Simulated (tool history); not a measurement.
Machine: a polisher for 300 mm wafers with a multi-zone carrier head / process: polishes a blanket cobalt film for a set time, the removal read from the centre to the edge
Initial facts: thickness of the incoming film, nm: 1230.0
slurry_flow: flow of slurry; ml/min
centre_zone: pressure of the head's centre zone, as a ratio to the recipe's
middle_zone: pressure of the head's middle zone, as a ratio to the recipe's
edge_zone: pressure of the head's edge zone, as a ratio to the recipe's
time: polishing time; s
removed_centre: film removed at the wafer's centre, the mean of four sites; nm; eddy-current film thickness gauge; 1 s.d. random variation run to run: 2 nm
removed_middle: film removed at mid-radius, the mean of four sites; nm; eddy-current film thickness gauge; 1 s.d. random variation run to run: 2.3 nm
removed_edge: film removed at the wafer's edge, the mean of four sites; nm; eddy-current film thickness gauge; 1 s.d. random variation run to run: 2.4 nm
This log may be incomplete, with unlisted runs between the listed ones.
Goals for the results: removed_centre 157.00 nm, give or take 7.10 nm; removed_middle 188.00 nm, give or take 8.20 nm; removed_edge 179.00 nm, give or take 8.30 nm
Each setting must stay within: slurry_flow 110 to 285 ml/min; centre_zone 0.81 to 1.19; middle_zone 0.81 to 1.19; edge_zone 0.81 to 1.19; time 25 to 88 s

Run 1, hour 0.0: slurry_flow 180 ml/min, centre_zone 1.00, middle_zone 1.00, edge_zone 1.00, time 56 s. Result: removed_centre 238.89 nm, removed_middle 258.42 nm, removed_edge 254.45 nm.
Run 2, hour 2.6: slurry_flow 180 ml/min, centre_zone 0.99, middle_zone 1.00, edge_zone 0.99, time 54 s. Result: removed_centre 225.05 nm, removed_middle 247.22 nm, removed_edge 247.75 nm.
Run 3, hour 7.6: slurry_flow 180 ml/min, centre_zone 0.99, middle_zone 1.01, edge_zone 0.98, time 52 s. Result: removed_centre 212.76 nm, removed_middle 236.83 nm, removed_edge 236.64 nm.
Run 4, hour 11.3: slurry_flow 180 ml/min, centre_zone 0.95, middle_zone 1.01, edge_zone 0.98, time 52 s. Result: removed_centre 206.26 nm, removed_middle 244.43 nm, removed_edge 237.30 nm.
Run 5, hour 13.4: slurry_flow 180 ml/min, centre_zone 0.95, middle_zone 1.01, edge_zone 0.97, time 51 s. Result: removed_centre 201.65 nm, removed_middle 236.00 nm, removed_edge 232.34 nm.
Run 6, hour 15.2: slurry_flow 205 ml/min, centre_zone 0.95, middle_zone 1.01, edge_zone 0.97, time 51 s. Result: removed_centre 205.69 nm, removed_middle 240.20 nm, removed_edge 232.04 nm.
Run 7, hour 20.4: slurry_flow 210 ml/min, centre_zone 0.95, middle_zone 1.01, edge_zone 0.96, time 50 s. Result: removed_centre 202.83 nm, removed_middle 237.46 nm, removed_edge 230.23 nm.
Run 8, hour 26.2: slurry_flow 210 ml/min, centre_zone 0.95, middle_zone 1.01, edge_zone 0.95, time 49 s. Result: removed_centre 200.76 nm, removed_middle 235.58 nm, removed_edge 221.99 nm.
At hour 31.9: centre zone pressure recalibrated.
Run 9, hour 31.9: slurry_flow 210 ml/min, centre_zone 0.94, middle_zone 1.00, edge_zone 0.94, time 48 s. Result: removed_centre 204.33 nm, removed_middle 225.46 nm, removed_edge 220.97 nm.
Run 10, hour 37.3: slurry_flow 210 ml/min, centre_zone 0.93, middle_zone 1.00, edge_zone 0.93, time 47 s. Result: removed_centre 200.04 nm, removed_middle 218.93 nm, removed_edge 215.42 nm.
Run 11, hour 44.6: slurry_flow 210 ml/min, centre_zone 0.92, middle_zone 1.01, edge_zone 0.93, time 46 s. Result: removed_centre 188.21 nm, removed_middle 220.28 nm, removed_edge 210.98 nm.
Run 12, hour 50.6: slurry_flow 210 ml/min, centre_zone 0.91, middle_zone 1.01, edge_zone 0.92, time 45 s. Result: removed_centre 185.77 nm, removed_middle 215.54 nm, removed_edge 200.35 nm.
Run 13, hour 54.6: slurry_flow 205 ml/min, centre_zone 0.90, middle_zone 1.01, edge_zone 0.92, time 45 s. Result: removed_centre 186.01 nm, removed_middle 210.65 nm, removed_edge 200.85 nm.
Run 14, hour 56.0: slurry_flow 200 ml/min, centre_zone 0.89, middle_zone 1.01, edge_zone 0.92, time 45 s. Result: removed_centre 181.88 nm, removed_middle 213.43 nm, removed_edge 203.58 nm.
Run 15, hour 60.3: slurry_flow 200 ml/min, centre_zone 0.88, middle_zone 1.01, edge_zone 0.92, time 44 s. Result: removed_centre 175.31 nm, removed_middle 212.34 nm, removed_edge 197.85 nm.
Run 16, hour 62.5: slurry_flow 200 ml/min, centre_zone 0.88, middle_zone 1.01, edge_zone 0.92, time 44 s. Result: removed_centre 176.48 nm, removed_middle 205.27 nm, removed_edge 194.92 nm.
Run 17, hour 65.2: slurry_flow 200 ml/min, centre_zone 0.88, middle_zone 1.01, edge_zone 0.92, time 44 s. Result: removed_centre 177.98 nm, removed_middle 209.33 nm, removed_edge 194.66 nm.
Run 18, hour 69.3: slurry_flow 160 ml/min, centre_zone 0.82, middle_zone 0.96, edge_zone 0.87, time 41 s. Result: removed_centre 144.52 nm, removed_middle 179.82 nm, removed_edge 172.92 nm.

Next run, 5 choices. One meets every target within its allowed miss, the rest don't. Which?
Run A, hour 73.4: slurry_flow 135 ml/min, centre_zone 0.87, middle_zone 1.01, edge_zone 0.90, time 43 s. Result: removed_centre ?, removed_middle ?, removed_edge ?.
Run B, hour 73.4: slurry_flow 175 ml/min, centre_zone 0.87, middle_zone 0.94, edge_zone 0.81, time 40 s. Result: removed_centre ?, removed_middle ?, removed_edge ?.
Run C, hour 73.4: slurry_flow 135 ml/min, centre_zone 0.81, middle_zone 0.89, edge_zone 0.98, time 42 s. Result: removed_centre ?, removed_middle ?, removed_edge ?.
Run D, hour 73.4: slurry_flow 185 ml/min, centre_zone 0.89, middle_zone 0.99, edge_zone 0.81, time 39 s. Result: removed_centre ?, removed_middle ?, removed_edge ?.
Run E, hour 73.4: slurry_flow 180 ml/min, centre_zone 0.87, middle_zone 0.93, edge_zone 0.82, time 43 s. Result: removed_centre ?, removed_middle ?, removed_edge ?.

move  removed_centre  removed_middle  removed_edge
   A          158.38          187.34        175.34
   B          155.67          172.33        161.35
   C          145.42          164.63        178.51
   D          156.40          177.06        158.25
   E          168.21          184.46        174.99
A: hits every target within its allowed miss
B: corrects the largest miss of the last run, while another result sits out of spec
C: the biggest miss grows against the last run
D: corrects the largest miss of the last run, while another result sits out of spec
E: pushes the last run's worst result past its target
So the answer is move A, the one that meets all the targets.

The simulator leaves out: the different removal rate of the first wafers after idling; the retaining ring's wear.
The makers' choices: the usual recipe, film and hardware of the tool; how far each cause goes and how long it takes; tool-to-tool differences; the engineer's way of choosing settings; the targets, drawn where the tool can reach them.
